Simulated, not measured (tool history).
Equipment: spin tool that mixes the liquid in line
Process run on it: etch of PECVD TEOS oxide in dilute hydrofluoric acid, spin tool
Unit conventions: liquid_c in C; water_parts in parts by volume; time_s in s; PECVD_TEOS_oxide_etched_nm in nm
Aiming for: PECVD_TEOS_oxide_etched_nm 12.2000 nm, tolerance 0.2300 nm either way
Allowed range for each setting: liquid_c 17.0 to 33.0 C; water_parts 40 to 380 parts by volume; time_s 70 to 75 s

| run | hour | liquid_c | water_parts | time_s | PECVD_TEOS_oxide_etched_nm |
|---|---|---|---|---|---|
| 1 | 0.0 | 25.0 | 210 | 70 | 7.6316 |
| 2 | 1.6 | 26.5 | 205 | 70 | 8.2111 |
| 3 | 9.0 | 24.5 | 205 | 70 | 7.6986 |
| 4 | 14.4 | 24.5 | 175 | 70 | 9.3064 |
| 5 | 21.2 | 24.5 | 115 | 70 | 15.3070 |
| 6 | 22.4 | 24.5 | 115 | 70 | 15.2540 |
| 7 | 24.6 | 23.5 | 115 | 70 | 14.6760 |
| 8 | 26.7 | 22.5 | 115 | 70 | 13.9780 |
| 9 | 29.9 | 22.0 | 115 | 70 | 13.7790 |
| 10 | 31.3 | 21.5 | 115 | 70 | 13.6220 |
| 11 | 33.1 | 21.0 | 115 | 70 | 13.4280 |
| 12 | 40.2 | 18.0 | 115 | 70 | 11.7960 |

Next run, 5 choices. One meets every target within its allowed miss, the rest don't. Which?
| A | 47.3 | 20.0 | 135 | 75 | ? |
| B | 47.3 | 18.5 | 120 | 75 | ? |
| C | 47.3 | 19.0 | 125 | 70 | ? |
| D | 47.3 | 18.0 | 125 | 75 | ? |
| E | 47.3 | 17.0 | 120 | 75 | ? |

| move | PECVD_TEOS_oxide_etched_nm |
|---|---|
| A | 11.3880 |
| B | 12.2600 |
| C | 11.1490 |
| D | 11.4680 |
| E | 11.5240 |
A: further off than the last run
B: in spec on every target
C: further off than the last run
D: further off than the last run
E: further off than the last run
Answer: B
